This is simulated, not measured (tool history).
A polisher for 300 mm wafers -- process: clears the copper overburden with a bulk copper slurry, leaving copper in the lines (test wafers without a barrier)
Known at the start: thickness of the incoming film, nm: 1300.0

| run | day | flow of slurry (ml/min) | pressure of the wafer on the pad (psi) | speed of the pad under the wafer (cm/s) | abrasive content of the slurry | overpolish time after the end point (s) | time until the end point was called (s) | dishing of a wide line in a test structure (angstrom) |
|---|---|---|---|---|---|---|---|---|
| 1 | 0.000 | 170 | 3.4 | 132 | 1.0 | 15 | 91.722 | 958.11 |
| 2 | 0.075 | 170 | 3.8 | 134 | 1.0 | 13 | 82.837 | 923.30 |
| 3 | 0.267 | 190 | 3.8 | 134 | 1.0 | 13 | 85.462 | 928.53 |
| 4 | 0.471 | 190 | 3.8 | 134 | 1.0 | 19 | 81.687 | 1098.30 |
| 5 | 0.725 | 190 | 4.2 | 134 | 1.0 | 19 | 75.389 | 1127.80 |
| 6 | 1.067 | 205 | 4.2 | 134 | 1.0 | 19 | 73.988 | 1138.70 |
| 7 | 1.096 | 205 | 4.4 | 138 | 1.0 | 17 | 65.650 | 1152.50 |

Expected results for the next run?
| 8 | 1.388 | 205 | 4.6 | 138 | 1.0 | 15 | ? | ? |

{"run 8": {"time until the end point was called (s)": 64.61, "dishing of a wide line in a test structure (angstrom)": 1083.9}}
